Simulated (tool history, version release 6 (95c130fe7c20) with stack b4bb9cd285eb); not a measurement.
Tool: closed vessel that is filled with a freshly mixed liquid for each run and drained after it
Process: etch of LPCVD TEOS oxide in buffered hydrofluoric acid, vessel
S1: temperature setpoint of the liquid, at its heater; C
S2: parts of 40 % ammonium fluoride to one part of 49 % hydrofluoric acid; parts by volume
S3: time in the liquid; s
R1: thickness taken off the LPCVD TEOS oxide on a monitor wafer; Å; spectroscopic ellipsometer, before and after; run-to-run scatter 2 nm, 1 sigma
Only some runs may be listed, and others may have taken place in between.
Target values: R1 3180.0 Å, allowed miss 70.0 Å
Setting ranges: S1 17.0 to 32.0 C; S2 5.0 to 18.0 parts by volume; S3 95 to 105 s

Run 1, hour 0.0: S1 24.0 C, S2 11.0 parts by volume, S3 95 s. Result: R1 1120.8 Å.
Run 2, hour 6.8: S1 24.0 C, S2 11.0 parts by volume, S3 105 s. Result: R1 1241.6 Å.
Run 3, hour 9.1: S1 26.5 C, S2 11.0 parts by volume, S3 105 s. Result: R1 1404.7 Å.
Run 4, hour 17.5: S1 23.0 C, S2 11.0 parts by volume, S3 105 s. Result: R1 1164.6 Å.
Run 5, hour 18.6: S1 26.0 C, S2 9.0 parts by volume, S3 105 s. Result: R1 1676.0 Å.
Run 6, hour 24.3: S1 26.0 C, S2 10.5 parts by volume, S3 105 s. Result: R1 1433.9 Å.
Run 7, hour 27.5: S1 28.0 C, S2 8.5 parts by volume, S3 105 s. Result: R1 1925.2 Å.
Run 8, hour 33.5: S1 29.5 C, S2 7.5 parts by volume, S3 105 s. Result: R1 2345.9 Å.
Run 9, hour 41.0: S1 32.0 C, S2 5.5 parts by volume, S3 105 s. Result: R1 3598.8 Å.
Run 10, hour 46.2: S1 31.5 C, S2 5.5 parts by volume, S3 105 s. Result: R1 3506.1 Å.
Run 11, hour 47.6: S1 31.0 C, S2 5.5 parts by volume, S3 105 s. Result: R1 3475.0 Å.
Run 12, hour 52.0: S1 30.5 C, S2 5.5 parts by volume, S3 105 s. Result: R1 3401.1 Å.
Run 13, hour 59.4: S1 30.0 C, S2 5.5 parts by volume, S3 105 s. Result: R1 3282.7 Å.

4 next moves are on the table. One of them brings every result within its allowed miss. Which?
Run A, hour 66.8: S1 32.0 C, S2 6.5 parts by volume, S3 100 s. Result: R1 ?.
Run B, hour 66.8: S1 28.0 C, S2 5.0 parts by volume, S3 105 s. Result: R1 ?.
Run C, hour 66.8: S1 30.5 C, S2 6.0 parts by volume, S3 100 s. Result: R1 ?.
Run D, hour 66.8: S1 28.5 C, S2 5.5 parts by volume, S3 105 s. Result: R1 ?.

move      R1
   A  2983.2
   B  3189.8
   C  2965.0
   D  3021.5
A: carries the result that was furthest off beyond its target, to the other side
B: hits every target within its allowed miss
C: carries the result that was furthest off beyond its target, to the other side
D: carries the result that was furthest off beyond its target, to the other side
Correct choice: B, which meets every target
